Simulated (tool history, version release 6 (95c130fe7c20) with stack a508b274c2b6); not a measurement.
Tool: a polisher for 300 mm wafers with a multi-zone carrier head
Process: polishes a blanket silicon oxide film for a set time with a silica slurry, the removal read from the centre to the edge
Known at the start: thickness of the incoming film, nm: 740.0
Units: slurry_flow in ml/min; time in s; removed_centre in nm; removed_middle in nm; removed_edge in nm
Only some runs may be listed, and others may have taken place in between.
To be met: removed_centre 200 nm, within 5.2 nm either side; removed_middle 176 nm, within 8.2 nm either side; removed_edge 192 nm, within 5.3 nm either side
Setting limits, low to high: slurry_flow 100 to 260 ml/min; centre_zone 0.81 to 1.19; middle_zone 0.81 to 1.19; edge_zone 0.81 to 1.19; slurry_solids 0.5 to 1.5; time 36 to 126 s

{"run": 1, "hour": 0.0, "slurry_flow": 165, "centre_zone": 1, "middle_zone": 1, "edge_zone": 1, "slurry_solids": 1, "time": 81, "removed_centre": 228.76, "removed_middle": 235.61, "removed_edge": 228.81}
{"run": 2, "hour": 7.4, "slurry_flow": 155, "centre_zone": 1, "middle_zone": 0.97, "edge_zone": 0.98, "slurry_solids": 0.95, "time": 81, "removed_centre": 223.13, "removed_middle": 225.31, "removed_edge": 219.99}
{"run": 3, "hour": 12.0, "slurry_flow": 155, "centre_zone": 1, "middle_zone": 1.05, "edge_zone": 0.98, "slurry_solids": 0.95, "time": 81, "removed_centre": 221.76, "removed_middle": 238.84, "removed_edge": 220.72}
{"run": 4, "hour": 20.9, "slurry_flow": 155, "centre_zone": 1, "middle_zone": 1.05, "edge_zone": 0.98, "slurry_solids": 0.95, "time": 63, "removed_centre": 170.56, "removed_middle": 182.32, "removed_edge": 171.7}
{"run": 5, "hour": 25.3, "slurry_flow": 155, "centre_zone": 1, "middle_zone": 1.05, "edge_zone": 0.92, "slurry_solids": 0.95, "time": 63, "removed_centre": 173.41, "removed_middle": 184.09, "removed_edge": 166.85}
{"run": 6, "hour": 33.0, "slurry_flow": 170, "centre_zone": 1.01, "middle_zone": 1.02, "edge_zone": 0.95, "slurry_solids": 0.95, "time": 63, "removed_centre": 175.71, "removed_middle": 181.82, "removed_edge": 170.65}
{"run": 7, "hour": 37.8, "slurry_flow": 220, "centre_zone": 1.11, "middle_zone": 0.92, "edge_zone": 1.05, "slurry_solids": 1.05, "time": 63, "removed_centre": 215.43, "removed_middle": 181.62, "removed_edge": 190.44}
{"run": 8, "hour": 46.0, "slurry_flow": 215, "centre_zone": 1.1, "middle_zone": 0.92, "edge_zone": 1.06, "slurry_solids": 1.05, "time": 63, "removed_centre": 210.4, "removed_middle": 179.28, "removed_edge": 194.19}
{"run": 9, "hour": 51.5, "slurry_flow": 210, "centre_zone": 1.1, "middle_zone": 0.92, "edge_zone": 1.06, "slurry_solids": 1.05, "time": 63, "removed_centre": 210.68, "removed_middle": 179.52, "removed_edge": 193.51}
{"run": 10, "hour": 52.5, "slurry_flow": 205, "centre_zone": 1.09, "middle_zone": 0.92, "edge_zone": 1.06, "slurry_solids": 1.05, "time": 63, "removed_centre": 205.35, "removed_middle": 175.45, "removed_edge": 192.17}

4 next moves are on the table. One of them brings every result within its allowed miss. Which?
{"run": "A", "hour": 53.5, "slurry_flow": 200, "centre_zone": 1.02, "middle_zone": 0.86, "edge_zone": 0.98, "slurry_solids": 1.3, "time": 60, "removed_centre": "?", "removed_middle": "?", "removed_edge": "?"}
{"run": "B", "hour": 53.5, "slurry_flow": 200, "centre_zone": 1.05, "middle_zone": 0.96, "edge_zone": 0.97, "slurry_solids": 1.2, "time": 58, "removed_centre": "?", "removed_middle": "?", "removed_edge": "?"}
{"run": "C", "hour": 53.5, "slurry_flow": 250, "centre_zone": 1.15, "middle_zone": 0.89, "edge_zone": 1.09, "slurry_solids": 1.05, "time": 60, "removed_centre": "?", "removed_middle": "?", "removed_edge": "?"}
{"run": "D", "hour": 53.5, "slurry_flow": 205, "centre_zone": 1.16, "middle_zone": 0.86, "edge_zone": 1.12, "slurry_solids": 1.05, "time": 63, "removed_centre": "?", "removed_middle": "?", "removed_edge": "?"}

move=A removed_centre=200.15 removed_middle=174.97 removed_edge=195.5
move=B removed_centre=192.99 removed_middle=179.38 removed_edge=181.82
move=C removed_centre=212.98 removed_middle=169 removed_edge=192.12
move=D removed_centre=219.42 removed_middle=168.28 removed_edge=200.87
A: every result lands within tolerance
B: moves the result that the last run missed by most past its target, out the other side
C: moves away from the targets compared with the last run
D: moves away from the targets compared with the last run
Go with A: it meets all targets.
